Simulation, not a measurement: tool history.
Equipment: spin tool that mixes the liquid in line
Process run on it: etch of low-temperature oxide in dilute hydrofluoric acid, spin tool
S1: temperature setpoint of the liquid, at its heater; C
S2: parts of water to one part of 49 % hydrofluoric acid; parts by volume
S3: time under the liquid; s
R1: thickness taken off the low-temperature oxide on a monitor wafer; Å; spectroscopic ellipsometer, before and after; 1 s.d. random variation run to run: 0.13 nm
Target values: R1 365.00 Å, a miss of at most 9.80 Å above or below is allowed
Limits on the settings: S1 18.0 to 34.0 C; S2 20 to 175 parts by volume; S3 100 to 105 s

run 1 hour=0.0 | S1=26.0 S2=95 S3=100 | R1=300.24
run 2 hour=7.9 | S1=26.0 S2=115 S3=100 | R1=243.30
run 3 hour=14.4 | S1=26.0 S2=115 S3=100 | R1=242.78
run 4 hour=20.6 | S1=28.5 S2=115 S3=100 | R1=267.46
run 5 hour=28.4 | S1=28.5 S2=115 S3=105 | R1=281.05
run 6 hour=32.7 | S1=29.0 S2=115 S3=105 | R1=286.94
run 7 hour=41.5 | S1=29.5 S2=115 S3=105 | R1=291.42
run 8 hour=46.9 | S1=30.0 S2=115 S3=105 | R1=296.09
run 9 hour=49.4 | S1=30.5 S2=115 S3=105 | R1=301.39
run 10 hour=51.7 | S1=30.5 S2=115 S3=105 | R1=302.59

Consider the 5 candidate settings below. Which is the only one whose results all fall within their allowed miss of target?
run A hour=54.0 | S1=30.5 S2=135 S3=105 | R1=?
run B hour=54.0 | S1=30.0 S2=95 S3=105 | R1=?
run C hour=54.0 | S1=30.5 S2=105 S3=105 | R1=?
run D hour=54.0 | S1=29.0 S2=140 S3=105 | R1=?
run E hour=54.0 | S1=28.0 S2=125 S3=105 | R1=?

move=A R1=251.42
move=B R1=370.78
move=C R1=336.97
move=D R1=228.04
move=E R1=250.96
A: lands further from the targets than the last run did
B: each result inside its tolerance
C: closes in on the targets versus the last run, not all within tolerance yet
D: lands further from the targets than the last run did
E: lands further from the targets than the last run did
The move that meets every target is B.
